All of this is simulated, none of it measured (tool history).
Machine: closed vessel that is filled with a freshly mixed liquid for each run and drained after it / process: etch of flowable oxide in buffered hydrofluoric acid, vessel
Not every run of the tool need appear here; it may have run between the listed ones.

run,hour,temperature setpoint of the liquid (K),parts of 40 % ammonium fluoride to one part of 49 % hydrofluoric acid (parts by volume),time in the liquid (s),thickness taken off the flowable oxide on a monitor wafer (Å)
1,0,297.15,10.5,90,2030.9
2,6.1,297.15,10.5,100,2247.1
3,10.5,297.15,8.5,100,2670.2
4,13.5,297.15,8.5,100,2700.9
5,22.6,297.65,8.5,100,2731.7
6,24.5,297.65,8.5,90,2485.6
7,26.3,298.65,8.5,90,2621
8,29.6,299.15,8.5,90,2674.7

For run 9, what comes out?
9,31.1,299.65,8.5,90,?

thickness taken off the flowable oxide on a monitor wafer (Å): 2768
